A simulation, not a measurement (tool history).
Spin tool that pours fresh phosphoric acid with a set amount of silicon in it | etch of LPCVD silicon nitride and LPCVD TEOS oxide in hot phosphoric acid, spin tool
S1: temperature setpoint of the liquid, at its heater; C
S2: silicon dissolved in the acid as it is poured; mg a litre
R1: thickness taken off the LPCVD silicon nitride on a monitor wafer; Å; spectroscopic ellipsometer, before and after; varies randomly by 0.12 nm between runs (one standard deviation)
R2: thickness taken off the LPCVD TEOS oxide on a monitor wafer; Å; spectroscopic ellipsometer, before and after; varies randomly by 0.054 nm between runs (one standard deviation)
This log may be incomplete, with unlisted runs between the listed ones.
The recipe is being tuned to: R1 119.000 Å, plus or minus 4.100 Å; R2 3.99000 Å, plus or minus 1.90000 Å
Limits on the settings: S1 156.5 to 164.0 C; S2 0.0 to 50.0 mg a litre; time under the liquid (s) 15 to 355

Run 1, hour 0.0: S1 159.0 C, S2 27.0 mg a litre, time under the liquid (s) 180. Result: R1 135.850 Å, R2 3.36610 Å.
Run 2, hour 8.8: S1 158.0 C, S2 27.0 mg a litre, time under the liquid (s) 180. Result: R1 131.960 Å, R2 3.05440 Å.
Run 3, hour 10.3: S1 158.0 C, S2 24.0 mg a litre, time under the liquid (s) 175. Result: R1 127.660 Å, R2 2.51510 Å.
Run 4, hour 19.0: S1 158.0 C, S2 24.0 mg a litre, time under the liquid (s) 100. Result: R1 72.966 Å, R2 1.63400 Å.
Run 5, hour 27.1: S1 158.0 C, S2 24.0 mg a litre, time under the liquid (s) 45. Result: R1 32.820 Å, R2 0.54075 Å.
Run 6, hour 34.2: S1 158.0 C, S2 35.0 mg a litre, time under the liquid (s) 45. Result: R1 33.001 Å, R2 0.49714 Å.
Run 7, hour 38.7: S1 158.0 C, S2 25.0 mg a litre, time under the liquid (s) 75. Result: R1 54.772 Å, R2 1.38150 Å.
Run 8, hour 45.9: S1 157.5 C, S2 21.0 mg a litre, time under the liquid (s) 95. Result: R1 68.730 Å, R2 1.39330 Å.
Run 9, hour 49.3: S1 160.0 C, S2 4.0 mg a litre, time under the liquid (s) 165. Result: R1 131.680 Å, R2 6.94960 Å.
Run 10, hour 50.3: S1 160.0 C, S2 7.5 mg a litre, time under the liquid (s) 165. Result: R1 129.330 Å, R2 4.66700 Å.
Run 11, hour 54.3: S1 160.0 C, S2 7.5 mg a litre, time under the liquid (s) 165. Result: R1 131.140 Å, R2 6.36700 Å.
Run 12, hour 62.4: S1 160.0 C, S2 10.5 mg a litre, time under the liquid (s) 165. Result: R1 131.210 Å, R2 5.05730 Å.
Run 13, hour 67.3: S1 160.0 C, S2 11.5 mg a litre, time under the liquid (s) 165. Result: R1 130.490 Å, R2 5.51590 Å.
Run 14, hour 68.6: S1 160.0 C, S2 13.0 mg a litre, time under the liquid (s) 165. Result: R1 130.010 Å, R2 4.80320 Å.
Run 15, hour 72.5: S1 160.0 C, S2 13.5 mg a litre, time under the liquid (s) 165. Result: R1 129.980 Å, R2 3.85440 Å.

Which single option among these 4 for the next run brings every result within its allowed miss of target? Just one does.
Run A, hour 76.4: S1 160.5 C, S2 14.5 mg a litre, time under the liquid (s) 170. Result: R1 ?, R2 ?.
Run B, hour 76.4: S1 159.5 C, S2 13.0 mg a litre, time under the liquid (s) 170. Result: R1 ?, R2 ?.
Run C, hour 76.4: S1 164.0 C, S2 37.0 mg a litre, time under the liquid (s) 140. Result: R1 ?, R2 ?.
Run D, hour 76.4: S1 160.5 C, S2 14.5 mg a litre, time under the liquid (s) 150. Result: R1 ?, R2 ?.

move       R1       R2
   A  134.710  5.53130
   B  130.260  5.32650
   C  124.620  2.61700
   D  118.860  4.88060
A: its largest miss is bigger than the last run's
B: no nearer and no further than the last run
C: closer than the last run, but not yet in spec
D: meets every target
D is the move that brings every result within its allowed miss.
